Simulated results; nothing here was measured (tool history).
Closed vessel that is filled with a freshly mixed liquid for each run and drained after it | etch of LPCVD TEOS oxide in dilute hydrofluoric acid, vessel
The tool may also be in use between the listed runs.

run	hour	temperature setpoint of the liquid (C)	parts of water to one part of 49 % hydrofluoric acid (parts by volume)	time in the liquid (s)	thickness taken off the LPCVD TEOS oxide on a monitor wafer (nm)
1	0.0	23.0	80	30	12.187
2	1.4	25.0	80	30	13.225
3	2.4	26.5	80	30	13.861
4	3.5	29.5	80	30	15.521
5	12.7	30.0	80	30	15.974
6	14.3	30.0	55	30	23.753
7	15.9	28.0	55	30	22.003

For run 8, what comes out?
8	18.0	26.5	55	30	?

thickness taken off the LPCVD TEOS oxide on a monitor wafer (nm): 21.205

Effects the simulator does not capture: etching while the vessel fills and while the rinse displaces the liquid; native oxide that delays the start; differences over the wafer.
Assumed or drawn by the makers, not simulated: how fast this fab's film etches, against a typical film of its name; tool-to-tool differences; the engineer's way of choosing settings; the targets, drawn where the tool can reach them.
